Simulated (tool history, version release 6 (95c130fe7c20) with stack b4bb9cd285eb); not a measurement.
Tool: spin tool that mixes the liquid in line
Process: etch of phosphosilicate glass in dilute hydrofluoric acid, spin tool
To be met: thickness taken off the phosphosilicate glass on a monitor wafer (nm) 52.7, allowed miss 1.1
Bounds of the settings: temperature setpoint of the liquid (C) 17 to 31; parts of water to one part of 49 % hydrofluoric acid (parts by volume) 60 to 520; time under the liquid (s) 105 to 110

run  hour  temperature setpoint of the liquid (C)  parts of water to one part of 49 % hydrofluoric acid (parts by volume)  time under the liquid (s)  thickness taken off the phosphosilicate glass on a monitor wafer (nm)
  1     0                                      23                                                                     290                        105                                                                 25.112
  2   4.5                                      25                                                                     290                        105                                                                 26.809
  3  12.2                                      25                                                                     225                        105                                                                 37.141
  4    18                                    26.5                                                                     220                        105                                                                 40.566
  5    20                                    26.5                                                                     300                        105                                                                 27.023
  6  22.1                                    26.5                                                                     235                        105                                                                 36.998
  7  30.8                                    27.5                                                                     225                        105                                                                 40.635
  8  37.6                                    28.5                                                                     220                        105                                                                 43.194

Which of these 5 next moves meets every target?
  A  44.4                                      30                                                                     205                        105                                                                      ?
  B  44.4                                    28.5                                                                     195                        110                                                                      ?
  C  44.4                                    30.5                                                                     195                        110                                                                      ?
  D  44.4                                      26                                                                     165                        105                                                                      ?
  E  44.4                                    30.5                                                                     200                        110                                                                      ?

move  thickness taken off the phosphosilicate glass on a monitor wafer (nm)
   A                                                                 49.512
   B                                                                 52.381
   C                                                                 56.166
   D                                                                 55.935
   E                                                                 54.423
A: nearer than the last run, and not there yet
B: meets every target
C: takes the result that was furthest off past its target
D: takes the result that was furthest off past its target
E: takes the result that was furthest off past its target
Move B is the one to make.

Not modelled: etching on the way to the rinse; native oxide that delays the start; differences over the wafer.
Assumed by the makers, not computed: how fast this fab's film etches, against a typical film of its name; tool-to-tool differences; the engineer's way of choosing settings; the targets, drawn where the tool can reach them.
